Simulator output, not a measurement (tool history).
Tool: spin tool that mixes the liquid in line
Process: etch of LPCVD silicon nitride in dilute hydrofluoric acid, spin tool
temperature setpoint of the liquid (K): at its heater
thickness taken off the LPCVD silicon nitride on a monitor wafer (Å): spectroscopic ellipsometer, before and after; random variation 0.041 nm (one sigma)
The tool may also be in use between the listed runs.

run	hour	temperature setpoint of the liquid (K)	parts of water to one part of 49 % hydrofluoric acid (parts by volume)	time under the liquid (s)	thickness taken off the LPCVD silicon nitride on a monitor wafer (Å)
1	0.0	297.15	65	55	4.0571
2	1.4	298.15	60	55	4.4234
3	7.5	298.15	80	55	3.5818
4	8.4	298.15	60	55	4.5784
5	16.0	299.15	55	55	5.2925
6	24.4	299.15	40	55	7.6037
7	31.3	300.15	35	55	8.9880
8	33.5	300.65	35	55	9.3817

Forecast run 9:
9	40.6	300.65	35	55	?

thickness taken off the LPCVD silicon nitride on a monitor wafer (Å): 9.0095

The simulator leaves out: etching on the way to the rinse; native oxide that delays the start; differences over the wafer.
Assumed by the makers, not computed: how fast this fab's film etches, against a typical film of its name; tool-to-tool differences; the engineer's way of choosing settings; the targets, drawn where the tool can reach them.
